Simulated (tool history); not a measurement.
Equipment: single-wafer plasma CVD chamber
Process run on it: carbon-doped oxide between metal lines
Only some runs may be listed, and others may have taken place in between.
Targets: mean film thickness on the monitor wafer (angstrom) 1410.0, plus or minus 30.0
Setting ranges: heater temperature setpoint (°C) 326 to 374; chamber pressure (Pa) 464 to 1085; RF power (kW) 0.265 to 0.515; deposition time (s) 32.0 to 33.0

run  hour  heater temperature setpoint (°C)  chamber pressure (Pa)  RF power (kW)  deposition time (s)  mean film thickness on the monitor wafer (angstrom)
  1   0.0                               350                    775          0.390                 32.0                                               1534.4
  2   1.7                               355                    775          0.390                 32.0                                               1528.1
  3   2.8                               355                    653          0.390                 32.0                                               1492.5
  4   7.1                               355                    653          0.390                 33.0                                               1546.5
  5   9.4                               360                    653          0.390                 33.0                                               1516.9
  6  14.0                               360                    604          0.390                 33.0                                               1498.1
  7  16.9                               360                    604          0.390                 33.0                                               1502.4
  8  20.0                               362                    583          0.385                 33.0                                               1468.3
  9  24.7                               363                    571          0.385                 33.0                                               1453.5

Which one of the following 4 next-run settings gets every result inside its allowed miss? There is exactly one.
  A  29.4                               367                    529          0.460                 33.0                                                    ?
  B  29.4                               362                    611          0.370                 32.4                                                    ?
  C  29.4                               364                    633          0.425                 32.4                                                    ?
  D  29.4                               371                    649          0.410                 32.7                                                    ?

move  mean film thickness on the monitor wafer (angstrom)
   A                                               1558.8
   B                                               1406.4
   C                                               1513.7
   D                                               1476.1
A: misses by more than the last run did
B: every result lands within tolerance
C: misses by more than the last run did
D: misses by more than the last run did
Move B is the one to make.

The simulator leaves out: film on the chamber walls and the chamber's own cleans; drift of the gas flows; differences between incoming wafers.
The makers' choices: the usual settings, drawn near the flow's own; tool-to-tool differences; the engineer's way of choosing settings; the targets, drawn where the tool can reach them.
